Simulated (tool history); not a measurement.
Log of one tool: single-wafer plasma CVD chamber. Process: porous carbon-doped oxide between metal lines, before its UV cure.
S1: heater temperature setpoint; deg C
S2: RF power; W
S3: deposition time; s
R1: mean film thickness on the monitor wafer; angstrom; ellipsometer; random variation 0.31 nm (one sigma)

Run 1, hour 0.0: S1 325 deg C, S2 430 W, S3 16.8 s. Result: R1 752.03 angstrom.
Run 2, hour 5.7: S1 332 deg C, S2 430 W, S3 16.8 s. Result: R1 728.29 angstrom.
Run 3, hour 10.6: S1 327 deg C, S2 445 W, S3 16.8 s. Result: R1 775.45 angstrom.
Run 4, hour 12.4: S1 327 deg C, S2 405 W, S3 16.8 s. Result: R1 713.83 angstrom.
Run 5, hour 20.3: S1 327 deg C, S2 405 W, S3 16.0 s. Result: R1 676.61 angstrom.
Run 6, hour 28.3: S1 323 deg C, S2 425 W, S3 16.1 s. Result: R1 723.45 angstrom.

What does the tool deliver on the next run?
Run 7, hour 31.1: S1 321 deg C, S2 440 W, S3 16.2 s. Result: R1 ?.

Run 7 came out at R1 757.14 angstrom.

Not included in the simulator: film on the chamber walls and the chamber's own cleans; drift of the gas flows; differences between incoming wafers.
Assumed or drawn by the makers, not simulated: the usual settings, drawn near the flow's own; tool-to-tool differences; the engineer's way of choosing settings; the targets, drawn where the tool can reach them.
